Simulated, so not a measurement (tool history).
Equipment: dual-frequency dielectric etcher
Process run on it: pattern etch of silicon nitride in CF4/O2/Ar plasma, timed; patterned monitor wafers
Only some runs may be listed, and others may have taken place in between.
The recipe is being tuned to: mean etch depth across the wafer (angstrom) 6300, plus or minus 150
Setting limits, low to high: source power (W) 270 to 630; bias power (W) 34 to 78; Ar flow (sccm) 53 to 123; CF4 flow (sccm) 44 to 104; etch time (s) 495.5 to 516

| run | day | source power (W) | bias power (W) | Ar flow (sccm) | CF4 flow (sccm) | etch time (s) | mean etch depth across the wafer (angstrom) |
|---|---|---|---|---|---|---|---|
| 1 | 0 | 450 | 56 | 88 | 74 | 495.5 | 8257.2 |
| 2 | 0.171 | 430 | 56 | 88 | 74 | 495.5 | 8054.8 |
| 3 | 0.238 | 410 | 56 | 88 | 74 | 495.5 | 7638.7 |
| 4 | 0.55 | 400 | 56 | 88 | 74 | 495.5 | 7364 |
| 5 | 0.858 | 400 | 56 | 88 | 81 | 495.5 | 7384.9 |
| 6 | 1.117 | 390 | 56 | 88 | 81 | 495.5 | 7287 |
| 7 | 1.196 | 380 | 56 | 88 | 81 | 495.5 | 7129.2 |
| 8 | 1.454 | 370 | 56 | 88 | 81 | 495.5 | 6896 |
| 9 | 1.488 | 370 | 56 | 88 | 81 | 495.5 | 6812.7 |
| 10 | 1.612 | 350 | 56 | 88 | 81 | 495.5 | 6451.3 |

Next run, 4 choices. One meets every target within its allowed miss, the rest don't. Which?
| A | 1.738 | 350 | 57 | 106 | 95 | 513.5 | ? |
| B | 1.738 | 380 | 45 | 68 | 59 | 495.5 | ? |
| C | 1.738 | 380 | 52 | 92 | 80 | 496 | ? |
| D | 1.738 | 380 | 53 | 91 | 71 | 500.5 | ? |

| move | mean etch depth across the wafer (angstrom) |
|---|---|
| A | 6770.5 |
| B | 6314.7 |
| C | 6761 |
| D | 6840 |
A: the biggest miss grows against the last run
B: hits every target within its allowed miss
C: the biggest miss grows against the last run
D: the biggest miss grows against the last run
Answer: B
